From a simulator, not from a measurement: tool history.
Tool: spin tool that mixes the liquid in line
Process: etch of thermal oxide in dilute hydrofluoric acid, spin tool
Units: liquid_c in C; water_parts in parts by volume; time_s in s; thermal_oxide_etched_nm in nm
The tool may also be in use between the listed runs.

run    day  liquid_c  water_parts  time_s  thermal_oxide_etched_nm
  1      0        23          195     275                   6.3083
  2  0.271        23          195     300                   6.9795
  3  0.612        23          130     300                    11.31
  4  0.838        23           80     300                   19.495
  5  1.188        23           80     275                   17.802
  6  1.417        23          120     275                   11.338
  7    1.7        25          105     275                   14.227

Run 8 has not been measured yet. What should we expect?
  8  2.004        25          105     275                        ?

thermal_oxide_etched_nm: 14.129 nm
